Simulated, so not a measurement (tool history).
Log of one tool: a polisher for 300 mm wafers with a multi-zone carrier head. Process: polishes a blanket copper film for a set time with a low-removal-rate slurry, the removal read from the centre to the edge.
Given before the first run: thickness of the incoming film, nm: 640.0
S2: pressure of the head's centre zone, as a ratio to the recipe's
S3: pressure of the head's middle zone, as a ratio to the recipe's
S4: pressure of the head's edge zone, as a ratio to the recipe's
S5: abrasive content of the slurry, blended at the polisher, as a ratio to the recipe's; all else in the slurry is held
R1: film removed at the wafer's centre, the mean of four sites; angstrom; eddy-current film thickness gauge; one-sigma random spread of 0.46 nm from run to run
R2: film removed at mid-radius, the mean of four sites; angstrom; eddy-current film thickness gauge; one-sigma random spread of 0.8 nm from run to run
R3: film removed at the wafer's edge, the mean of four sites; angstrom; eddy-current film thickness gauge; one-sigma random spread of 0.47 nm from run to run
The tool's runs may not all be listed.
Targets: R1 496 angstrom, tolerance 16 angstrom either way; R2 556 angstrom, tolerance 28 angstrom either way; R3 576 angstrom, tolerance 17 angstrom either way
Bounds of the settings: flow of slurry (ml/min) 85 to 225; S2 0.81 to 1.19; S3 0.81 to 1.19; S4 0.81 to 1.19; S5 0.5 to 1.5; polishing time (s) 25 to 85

{"run": 1, "hour": 0.0, "flow of slurry (ml/min)": 145, "S2": 1, "S3": 1, "S4": 1, "S5": 1, "polishing time (s)": 55, "R1": 918.14, "R2": 913.07, "R3": 917.56}
{"run": 2, "hour": 8.0, "flow of slurry (ml/min)": 145, "S2": 1, "S3": 1, "S4": 1, "S5": 1, "polishing time (s)": 49, "R1": 817.39, "R2": 804.08, "R3": 830.41}
{"run": 3, "hour": 13.0, "flow of slurry (ml/min)": 145, "S2": 1, "S3": 1.06, "S4": 1, "S5": 1, "polishing time (s)": 49, "R1": 820.81, "R2": 845.78, "R3": 824.18}
{"run": 4, "hour": 21.2, "flow of slurry (ml/min)": 145, "S2": 1, "S3": 1.06, "S4": 1, "S5": 1.2, "polishing time (s)": 49, "R1": 845.05, "R2": 884.45, "R3": 846.84}
{"run": 5, "hour": 28.3, "flow of slurry (ml/min)": 135, "S2": 0.95, "S3": 1.04, "S4": 0.97, "S5": 1, "polishing time (s)": 45, "R1": 697.39, "R2": 750.57, "R3": 738.81}
{"run": 6, "hour": 31.7, "flow of slurry (ml/min)": 125, "S2": 0.92, "S3": 1.02, "S4": 0.93, "S5": 0.85, "polishing time (s)": 44, "R1": 624.48, "R2": 698.78, "R3": 679.63}
{"run": 7, "hour": 36.0, "flow of slurry (ml/min)": 120, "S2": 0.9, "S3": 0.98, "S4": 0.91, "S5": 0.75, "polishing time (s)": 43, "R1": 583.96, "R2": 652, "R3": 635.06}
{"run": 8, "hour": 42.3, "flow of slurry (ml/min)": 110, "S2": 0.88, "S3": 0.94, "S4": 0.9, "S5": 0.7, "polishing time (s)": 43, "R1": 545.2, "R2": 609.63, "R3": 623.11}
{"run": 9, "hour": 43.4, "flow of slurry (ml/min)": 95, "S2": 0.86, "S3": 0.9, "S4": 0.83, "S5": 0.55, "polishing time (s)": 42, "R1": 471.92, "R2": 517.88, "R3": 545.75}
{"run": 10, "hour": 45.6, "flow of slurry (ml/min)": 100, "S2": 0.86, "S3": 0.91, "S4": 0.84, "S5": 0.55, "polishing time (s)": 42, "R1": 489.23, "R2": 542.98, "R3": 552.36}

Below are 5 possible settings for the next run. Only one of them brings all results inside the allowed miss of their targets. Which is it?
{"run": "A", "hour": 47.8, "flow of slurry (ml/min)": 95, "S2": 0.85, "S3": 0.9, "S4": 0.84, "S5": 0.65, "polishing time (s)": 43, "R1": "?", "R2": "?", "R3": "?"}
{"run": "B", "hour": 47.8, "flow of slurry (ml/min)": 100, "S2": 0.97, "S3": 0.93, "S4": 0.85, "S5": 0.6, "polishing time (s)": 39, "R1": "?", "R2": "?", "R3": "?"}
{"run": "C", "hour": 47.8, "flow of slurry (ml/min)": 115, "S2": 0.87, "S3": 0.97, "S4": 0.81, "S5": 0.9, "polishing time (s)": 37, "R1": "?", "R2": "?", "R3": "?"}
{"run": "D", "hour": 47.8, "flow of slurry (ml/min)": 110, "S2": 0.89, "S3": 0.95, "S4": 0.81, "S5": 0.6, "polishing time (s)": 39, "R1": "?", "R2": "?", "R3": "?"}
{"run": "E", "hour": 47.8, "flow of slurry (ml/min)": 110, "S2": 0.92, "S3": 0.91, "S4": 0.81, "S5": 0.5, "polishing time (s)": 40, "R1": "?", "R2": "?", "R3": "?"}

move=A R1=486.93 R2=563.4 R3=565.33
move=B R1=506.8 R2=522.48 R3=513.69
move=C R1=483.3 R2=568.44 R3=525.52
move=D R1=479.09 R2=544.2 R3=511.96
move=E R1=493.24 R2=527.12 R3=510.08
A: each result inside its tolerance
B: its largest miss is bigger than the last run's
C: its largest miss is bigger than the last run's
D: its largest miss is bigger than the last run's
E: its largest miss is bigger than the last run's
Go with A: it meets all targets.

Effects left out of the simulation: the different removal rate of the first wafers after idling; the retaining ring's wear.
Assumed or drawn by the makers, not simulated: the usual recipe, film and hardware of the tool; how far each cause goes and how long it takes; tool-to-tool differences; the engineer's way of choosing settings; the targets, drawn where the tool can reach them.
